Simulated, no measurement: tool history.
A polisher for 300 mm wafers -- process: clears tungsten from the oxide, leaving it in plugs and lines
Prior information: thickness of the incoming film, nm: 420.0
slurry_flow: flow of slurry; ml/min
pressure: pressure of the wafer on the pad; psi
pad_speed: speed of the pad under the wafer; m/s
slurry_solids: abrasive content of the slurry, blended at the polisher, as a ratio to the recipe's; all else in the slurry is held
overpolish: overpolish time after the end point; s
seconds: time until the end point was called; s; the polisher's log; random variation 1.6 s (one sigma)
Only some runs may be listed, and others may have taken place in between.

{"run": 1, "day": 0.0, "slurry_flow": 265, "pressure": 3.7, "pad_speed": 0.98, "slurry_solids": 1.0, "overpolish": 8, "seconds": 107.33}
{"run": 2, "day": 0.242, "slurry_flow": 265, "pressure": 3.9, "pad_speed": 1.0, "slurry_solids": 1.0, "overpolish": 8, "seconds": 101.56}
{"run": 3, "day": 0.446, "slurry_flow": 265, "pressure": 3.9, "pad_speed": 0.8, "slurry_solids": 1.0, "overpolish": 8, "seconds": 124.76}
{"run": 4, "day": 0.617, "slurry_flow": 265, "pressure": 4.6, "pad_speed": 0.8, "slurry_solids": 1.0, "overpolish": 8, "seconds": 108.85}
{"run": 5, "day": 0.846, "slurry_flow": 265, "pressure": 4.9, "pad_speed": 0.82, "slurry_solids": 1.0, "overpolish": 8, "seconds": 96.107}
{"run": 6, "day": 1.121, "slurry_flow": 265, "pressure": 4.9, "pad_speed": 0.82, "slurry_solids": 1.0, "overpolish": 6, "seconds": 98.697}
{"run": 7, "day": 1.488, "slurry_flow": 265, "pressure": 5.1, "pad_speed": 0.82, "slurry_solids": 1.0, "overpolish": 6, "seconds": 95.094}

Run 8, settings as shown, results not yet in. Your forecast:
{"run": 8, "day": 1.85, "slurry_flow": 265, "pressure": 5.2, "pad_speed": 0.82, "slurry_solids": 1.0, "overpolish": 6, "seconds": "?"}

seconds: 94.958 s
